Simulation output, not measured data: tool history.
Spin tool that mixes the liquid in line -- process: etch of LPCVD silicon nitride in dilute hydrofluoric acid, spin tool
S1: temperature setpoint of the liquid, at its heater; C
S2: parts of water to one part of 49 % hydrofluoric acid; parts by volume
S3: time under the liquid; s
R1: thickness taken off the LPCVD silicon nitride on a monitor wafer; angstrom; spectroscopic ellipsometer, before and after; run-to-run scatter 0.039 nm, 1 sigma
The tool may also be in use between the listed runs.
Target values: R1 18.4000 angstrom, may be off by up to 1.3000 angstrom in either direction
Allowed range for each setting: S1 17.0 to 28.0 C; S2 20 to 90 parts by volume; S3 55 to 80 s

run 1 hour=0.0 | S1=20.0 S2=50 S3=80 | R1=5.2958
run 2 hour=3.9 | S1=21.5 S2=50 S3=80 | R1=6.0887
run 3 hour=7.3 | S1=21.5 S2=40 S3=80 | R1=7.5589
run 4 hour=12.3 | S1=18.5 S2=40 S3=80 | R1=6.0191
run 5 hour=19.1 | S1=18.5 S2=50 S3=80 | R1=5.0177
run 6 hour=25.5 | S1=20.0 S2=45 S3=80 | R1=5.8923
run 7 hour=27.1 | S1=21.5 S2=40 S3=80 | R1=7.4546
run 8 hour=34.1 | S1=21.5 S2=40 S3=80 | R1=7.3065
run 9 hour=40.4 | S1=22.5 S2=35 S3=80 | R1=9.0762
run 10 hour=42.7 | S1=23.5 S2=30 S3=80 | R1=10.8350

Of the 4 settings listed for the next run, only one would bring every result within its allowed miss of target. Which one?
run A hour=45.0 | S1=26.5 S2=20 S3=70 | R1=?
run B hour=45.0 | S1=24.0 S2=20 S3=70 | R1=?
run C hour=45.0 | S1=28.0 S2=20 S3=80 | R1=?
run D hour=45.0 | S1=23.5 S2=20 S3=70 | R1=?

move=A R1=18.1460
move=B R1=15.3120
move=C R1=22.9310
move=D R1=14.7960
A: all results land within tolerance of their targets
B: nearer than the last run, and not there yet
C: carries the result that was furthest off beyond its target, to the other side
D: nearer than the last run, and not there yet
Move A is the one to make.
